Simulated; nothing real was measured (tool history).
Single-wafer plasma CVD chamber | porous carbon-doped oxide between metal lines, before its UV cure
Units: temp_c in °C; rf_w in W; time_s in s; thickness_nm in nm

run 1 hour=0.0 | temp_c=315 rf_w=570 time_s=20.5 | thickness_nm=102.580
run 2 hour=3.5 | temp_c=311 rf_w=575 time_s=20.5 | thickness_nm=105.180
run 3 hour=9.1 | temp_c=311 rf_w=575 time_s=19.5 | thickness_nm=99.389
run 4 hour=16.2 | temp_c=311 rf_w=615 time_s=19.5 | thickness_nm=104.860
run 5 hour=19.6 | temp_c=304 rf_w=615 time_s=19.5 | thickness_nm=107.060
run 6 hour=24.6 | temp_c=304 rf_w=615 time_s=19.5 | thickness_nm=108.620

The next listed run, before its measurement:
run 7 hour=30.9 | temp_c=302 rf_w=620 time_s=19.5 | thickness_nm=?

thickness_nm: 109.790 nm

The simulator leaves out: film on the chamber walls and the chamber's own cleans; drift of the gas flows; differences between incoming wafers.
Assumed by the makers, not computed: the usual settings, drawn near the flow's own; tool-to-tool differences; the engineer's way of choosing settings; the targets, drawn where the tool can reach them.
